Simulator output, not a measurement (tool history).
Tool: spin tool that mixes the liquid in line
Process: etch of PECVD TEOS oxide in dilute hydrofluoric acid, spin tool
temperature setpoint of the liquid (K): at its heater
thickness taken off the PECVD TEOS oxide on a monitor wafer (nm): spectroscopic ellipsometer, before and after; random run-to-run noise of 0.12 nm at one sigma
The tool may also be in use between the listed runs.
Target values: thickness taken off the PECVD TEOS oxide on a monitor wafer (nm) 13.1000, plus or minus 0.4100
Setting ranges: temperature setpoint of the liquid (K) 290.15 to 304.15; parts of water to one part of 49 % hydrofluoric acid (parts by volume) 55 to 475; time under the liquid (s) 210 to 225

run	day	temperature setpoint of the liquid (K)	parts of water to one part of 49 % hydrofluoric acid (parts by volume)	time under the liquid (s)	thickness taken off the PECVD TEOS oxide on a monitor wafer (nm)
1	0.000	296.15	265	210	9.3829
2	0.100	296.15	265	210	9.3055
3	0.142	296.15	315	210	7.4620
4	0.225	298.65	315	210	8.2523
5	0.288	300.15	315	210	8.5466
6	0.588	300.15	405	210	6.1544
7	0.775	300.65	375	210	6.9019
8	0.842	301.15	350	210	7.7093
9	0.938	301.65	330	210	8.5432
10	1.262	302.15	315	210	9.0091
11	1.638	302.15	315	210	9.2105
12	1.921	302.65	300	210	10.0210
13	2.283	304.15	245	210	13.6660
14	2.346	304.15	245	210	13.7210

Consider the 5 candidate settings below. Which is the only one whose results all fall within their allowed miss of target?
A	2.408	301.15	240	215	?
B	2.408	303.65	265	210	?
C	2.408	299.65	220	220	?
D	2.408	304.15	250	225	?
E	2.408	304.15	245	220	?

move	thickness taken off the PECVD TEOS oxide on a monitor wafer (nm)
A	13.0030
B	12.1590
C	14.0860
D	14.2850
E	14.3380
A: all results land within tolerance of their targets
B: takes the biggest miss from the last run beyond its target
C: the biggest miss grows against the last run
D: the biggest miss grows against the last run
E: the biggest miss grows against the last run
A meets every target.

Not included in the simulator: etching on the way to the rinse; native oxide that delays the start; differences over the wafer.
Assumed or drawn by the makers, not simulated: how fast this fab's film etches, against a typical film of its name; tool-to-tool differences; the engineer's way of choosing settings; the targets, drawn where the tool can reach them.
